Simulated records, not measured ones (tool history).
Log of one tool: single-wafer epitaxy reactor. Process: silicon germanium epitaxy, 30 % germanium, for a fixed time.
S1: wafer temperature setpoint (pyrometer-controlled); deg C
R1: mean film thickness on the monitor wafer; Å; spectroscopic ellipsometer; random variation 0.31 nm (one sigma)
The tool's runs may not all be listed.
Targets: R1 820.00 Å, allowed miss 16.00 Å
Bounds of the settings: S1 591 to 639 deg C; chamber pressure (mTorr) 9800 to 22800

{"run": 1, "day": 0.0, "S1": 615, "chamber pressure (mTorr)": 16300, "R1": 698.12}
{"run": 2, "day": 0.058, "S1": 618, "chamber pressure (mTorr)": 16300, "R1": 727.19}
{"run": 3, "day": 0.15, "S1": 611, "chamber pressure (mTorr)": 16300, "R1": 657.52}
{"run": 4, "day": 0.254, "S1": 615, "chamber pressure (mTorr)": 16400, "R1": 693.83}
{"run": 5, "day": 0.538, "S1": 618, "chamber pressure (mTorr)": 16500, "R1": 729.59}
{"run": 6, "day": 0.612, "S1": 618, "chamber pressure (mTorr)": 19100, "R1": 766.78}
{"run": 7, "day": 0.888, "S1": 619, "chamber pressure (mTorr)": 19100, "R1": 779.72}
{"run": 8, "day": 1.092, "S1": 620, "chamber pressure (mTorr)": 19100, "R1": 782.27}
{"run": 9, "day": 1.412, "S1": 621, "chamber pressure (mTorr)": 19100, "R1": 795.69}

Which of these 5 next moves meets every target?
{"run": "A", "day": 1.733, "S1": 621, "chamber pressure (mTorr)": 17400, "R1": "?"}
{"run": "B", "day": 1.733, "S1": 622, "chamber pressure (mTorr)": 19400, "R1": "?"}
{"run": "C", "day": 1.733, "S1": 617, "chamber pressure (mTorr)": 20900, "R1": "?"}
{"run": "D", "day": 1.733, "S1": 619, "chamber pressure (mTorr)": 19900, "R1": "?"}
{"run": "E", "day": 1.733, "S1": 624, "chamber pressure (mTorr)": 20000, "R1": "?"}

move=A R1=777.18
move=B R1=815.61
move=C R1=773.34
move=D R1=785.31
move=E R1=848.66
A: further off than the last run
B: meets every target
C: further off than the last run
D: further off than the last run
E: takes the result that was furthest off past its target
Answer: B
